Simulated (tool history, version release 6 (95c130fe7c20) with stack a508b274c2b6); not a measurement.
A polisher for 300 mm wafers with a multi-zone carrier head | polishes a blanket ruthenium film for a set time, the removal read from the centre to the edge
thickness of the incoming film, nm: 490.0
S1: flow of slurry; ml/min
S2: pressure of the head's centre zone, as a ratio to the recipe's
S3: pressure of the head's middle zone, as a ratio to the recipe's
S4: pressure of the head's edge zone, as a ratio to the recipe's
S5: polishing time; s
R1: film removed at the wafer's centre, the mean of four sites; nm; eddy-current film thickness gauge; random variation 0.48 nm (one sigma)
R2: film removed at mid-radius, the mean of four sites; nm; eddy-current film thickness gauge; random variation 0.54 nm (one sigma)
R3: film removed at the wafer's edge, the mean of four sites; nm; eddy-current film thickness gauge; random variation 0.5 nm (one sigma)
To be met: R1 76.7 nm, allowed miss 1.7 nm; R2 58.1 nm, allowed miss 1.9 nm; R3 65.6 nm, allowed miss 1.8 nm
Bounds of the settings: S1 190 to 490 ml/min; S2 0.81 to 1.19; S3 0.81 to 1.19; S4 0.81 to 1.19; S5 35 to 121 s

Run 1, hour 0: S1 315 ml/min, S2 1, S3 1, S4 1, S5 78 s. Result: R1 94.777 nm, R2 92.837 nm, R3 93.285 nm.
Run 2, hour 7.5: S1 315 ml/min, S2 1, S3 0.92, S4 1, S5 78 s. Result: R1 94.842 nm, R2 86.622 nm, R3 92.375 nm.
Run 3, hour 16.4: S1 305 ml/min, S2 1.02, S3 0.89, S4 0.98, S5 71 s. Result: R1 87.43 nm, R2 75.542 nm, R3 84.971 nm.
Run 4, hour 20.1: S1 305 ml/min, S2 1.02, S3 0.89, S4 0.98, S5 83 s. Result: R1 102.17 nm, R2 87.548 nm, R3 97.429 nm.
Run 5, hour 28.2: S1 305 ml/min, S2 1.02, S3 0.89, S4 0.98, S5 68 s. Result: R1 83.695 nm, R2 72.165 nm, R3 81.129 nm.
Run 6, hour 35.6: S1 305 ml/min, S2 0.94, S3 0.89, S4 0.98, S5 68 s. Result: R1 78.015 nm, R2 73.109 nm, R3 80.42 nm.
Run 7, hour 42.7: S1 315 ml/min, S2 0.99, S3 0.88, S4 0.93, S5 64 s. Result: R1 76.717 nm, R2 67.469 nm, R3 75.487 nm.
Run 8, hour 51: S1 315 ml/min, S2 1.03, S3 0.88, S4 0.89, S5 61 s. Result: R1 76.54 nm, R2 64.823 nm, R3 70.847 nm.
Run 9, hour 55.8: S1 305 ml/min, S2 1.05, S3 0.86, S4 0.87, S5 60 s. Result: R1 75.927 nm, R2 62.219 nm, R3 68.014 nm.
Run 10, hour 62.6: S1 300 ml/min, S2 1.06, S3 0.84, S4 0.86, S5 60 s. Result: R1 77.117 nm, R2 60.598 nm, R3 67.34 nm.

Which of these 4 next moves meets every target?
Run A, hour 69.4: S1 265 ml/min, S2 1.09, S3 0.81, S4 0.82, S5 60 s. Result: R1 ?, R2 ?, R3 ?.
Run B, hour 69.4: S1 250 ml/min, S2 1.11, S3 0.94, S4 0.81, S5 59 s. Result: R1 ?, R2 ?, R3 ?.
Run C, hour 69.4: S1 250 ml/min, S2 1.07, S3 0.81, S4 0.91, S5 62 s. Result: R1 ?, R2 ?, R3 ?.
Run D, hour 69.4: S1 290 ml/min, S2 1.08, S3 0.87, S4 0.84, S5 59 s. Result: R1 ?, R2 ?, R3 ?.

move      R1      R2      R3
   A   76.71  58.009  64.628
   B  76.141  64.101  62.845
   C  77.531  59.577  69.347
   D  75.621  61.023  64.545
A: meets every target
B: further off than the last run
C: brings the result that was furthest off to its target, and leaves another outside
D: further off than the last run
Answer: A

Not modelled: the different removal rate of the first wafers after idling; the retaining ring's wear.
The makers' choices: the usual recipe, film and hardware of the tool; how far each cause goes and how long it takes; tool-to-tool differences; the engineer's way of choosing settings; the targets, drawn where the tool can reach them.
